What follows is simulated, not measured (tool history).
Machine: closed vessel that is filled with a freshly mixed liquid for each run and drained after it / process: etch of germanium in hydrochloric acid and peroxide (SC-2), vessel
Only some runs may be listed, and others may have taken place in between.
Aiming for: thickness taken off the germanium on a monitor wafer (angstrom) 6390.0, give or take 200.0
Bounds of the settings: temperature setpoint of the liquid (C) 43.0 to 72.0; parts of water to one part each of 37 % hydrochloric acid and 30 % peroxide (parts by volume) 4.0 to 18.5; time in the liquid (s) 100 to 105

run	hour	temperature setpoint of the liquid (C)	parts of water to one part each of 37 % hydrochloric acid and 30 % peroxide (parts by volume)	time in the liquid (s)	thickness taken off the germanium on a monitor wafer (angstrom)
1	0.0	59.0	10.5	100	4763.8
2	5.1	60.5	10.5	100	5030.8
3	7.2	67.0	10.5	100	6001.6
4	9.7	67.0	10.5	100	5932.2
5	12.7	62.5	10.5	100	5129.8
# hour 19.9: chemicals flow meter replaced
6	19.9	62.5	13.5	100	5115.6
7	21.5	63.5	13.5	100	5205.0
8	23.5	71.5	13.0	100	6674.9

Next run, 5 choices. One meets every target within its allowed miss, the rest don't. Which?
A	25.5	71.0	12.5	105	?
B	25.5	70.5	12.5	105	?
C	25.5	68.5	13.5	105	?
D	25.5	70.5	10.0	105	?
E	25.5	72.0	8.5	100	?

move	thickness taken off the germanium on a monitor wafer (angstrom)
A	6873.7
B	6781.4
C	6342.5
D	6997.9
E	7073.1
A: lands further from the targets than the last run did
B: lands further from the targets than the last run did
C: in spec on every target
D: lands further from the targets than the last run did
E: lands further from the targets than the last run did
So the answer is move C, the one that meets all the targets.
